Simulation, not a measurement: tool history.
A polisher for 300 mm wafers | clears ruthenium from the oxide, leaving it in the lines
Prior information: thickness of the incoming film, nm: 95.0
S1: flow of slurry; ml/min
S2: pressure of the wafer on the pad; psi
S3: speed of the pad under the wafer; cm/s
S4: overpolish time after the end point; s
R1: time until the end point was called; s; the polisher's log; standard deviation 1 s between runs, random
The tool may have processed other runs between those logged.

Run 1, hour 0: S1 170 ml/min, S2 1.9 psi, S3 80 cm/s, S4 6 s. Result: R1 116.51 s.
Run 2, hour 1.1: S1 170 ml/min, S2 1.6 psi, S3 80 cm/s, S4 6 s. Result: R1 142.18 s.
Run 3, hour 4.5: S1 170 ml/min, S2 1.6 psi, S3 72 cm/s, S4 6 s. Result: R1 156.03 s.
Run 4, hour 6.7: S1 170 ml/min, S2 2 psi, S3 72 cm/s, S4 6 s. Result: R1 127 s.
Run 5, hour 9: S1 170 ml/min, S2 2.3 psi, S3 74 cm/s, S4 6 s. Result: R1 109.82 s.
Run 6, hour 11.2: S1 170 ml/min, S2 2.3 psi, S3 66 cm/s, S4 6 s. Result: R1 121.28 s.
Run 7, hour 12.1: S1 170 ml/min, S2 2.5 psi, S3 70 cm/s, S4 6 s. Result: R1 104.74 s.
Run 8, hour 19.1: S1 170 ml/min, S2 2.7 psi, S3 74 cm/s, S4 6 s. Result: R1 93.092 s.
Run 9, hour 25.8: S1 170 ml/min, S2 2.8 psi, S3 78 cm/s, S4 6 s. Result: R1 83.138 s.

What does the tool deliver on the next run?
Run 10, hour 30.5: S1 170 ml/min, S2 2.9 psi, S3 80 cm/s, S4 6 s. Result: R1 ?.

R1: 80.414 s
